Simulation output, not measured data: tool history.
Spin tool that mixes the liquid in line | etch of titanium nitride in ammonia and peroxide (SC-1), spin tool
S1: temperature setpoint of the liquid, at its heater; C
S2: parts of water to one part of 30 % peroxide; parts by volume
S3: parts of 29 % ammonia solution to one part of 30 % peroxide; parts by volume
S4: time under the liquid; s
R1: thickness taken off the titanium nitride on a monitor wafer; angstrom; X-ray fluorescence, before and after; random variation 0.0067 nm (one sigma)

| run | day | S1 | S2 | S3 | S4 | R1 |
|---|---|---|---|---|---|---|
| 1 | 0.000 | 46.0 | 15 | 0.6 | 55 | 18.376 |
| 2 | 0.179 | 45.0 | 15 | 0.6 | 55 | 17.356 |
| 3 | 0.217 | 40.5 | 15 | 0.6 | 55 | 12.396 |
| 4 | 0.408 | 38.0 | 15 | 0.6 | 55 | 10.195 |
| 5 | 0.738 | 43.0 | 15 | 0.6 | 55 | 14.707 |
| 6 | 0.992 | 42.5 | 15 | 0.6 | 55 | 14.271 |

The next listed run, before its measurement:
| 7 | 1.046 | 42.0 | 15 | 0.6 | 55 | ? |

R1: 13.799 angstrom

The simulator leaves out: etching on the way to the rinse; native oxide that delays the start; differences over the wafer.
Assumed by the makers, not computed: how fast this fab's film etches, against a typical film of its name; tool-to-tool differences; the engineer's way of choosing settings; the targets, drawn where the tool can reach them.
